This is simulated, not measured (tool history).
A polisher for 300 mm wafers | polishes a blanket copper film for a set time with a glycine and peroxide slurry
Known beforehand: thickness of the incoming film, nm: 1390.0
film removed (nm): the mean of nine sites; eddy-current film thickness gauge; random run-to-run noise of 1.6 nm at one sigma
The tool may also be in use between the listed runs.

run,hour,flow of slurry (ml/min),pressure of the wafer on the pad (psi),speed of the pad under the wafer (m/s),polishing time (s),film removed (nm)
1,0,275,2.1,1.1,46,215.44
2,2,275,2.1,1.1,42,192.94
3,8.8,275,2.1,1.1,46,211.58
4,12.7,275,2.1,0.88,46,175.95
5,16.7,275,2,0.88,46,174.14
6,23.7,330,2,0.88,46,175.58
7,30.1,330,1.9,0.88,46,173.8
8,31.1,320,1.8,0.88,46,169.51

Predict the results of run 9:
9,34.9,320,1.7,0.88,46,?

film removed (nm): 163.49

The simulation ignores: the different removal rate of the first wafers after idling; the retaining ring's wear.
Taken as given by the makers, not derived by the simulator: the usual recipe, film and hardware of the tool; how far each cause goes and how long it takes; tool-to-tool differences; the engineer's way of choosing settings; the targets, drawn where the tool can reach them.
